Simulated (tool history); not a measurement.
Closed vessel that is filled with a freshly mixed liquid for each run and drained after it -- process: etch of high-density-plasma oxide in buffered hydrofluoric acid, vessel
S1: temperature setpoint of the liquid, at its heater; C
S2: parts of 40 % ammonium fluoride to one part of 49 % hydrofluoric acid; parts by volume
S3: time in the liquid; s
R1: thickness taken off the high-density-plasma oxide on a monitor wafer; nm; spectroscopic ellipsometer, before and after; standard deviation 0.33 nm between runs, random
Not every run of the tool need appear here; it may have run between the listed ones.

run	hour	S1	S2	S3	R1
1	0	23	15	30	24.698
2	5	24.5	13.5	30	29.565
3	10.4	24.5	13.5	30	29.82
4	18.7	25.5	12.5	30	33.292
5	25.8	26.5	11.5	30	38.453
6	31	24	11.5	30	33.279
7	33.1	25.5	10.5	30	39.808
8	35.6	26.5	10	30	43.932

What will run 9 give?
9	39.9	27.5	9.5	30	?

Logged for run 9: R1 48.725 nm.
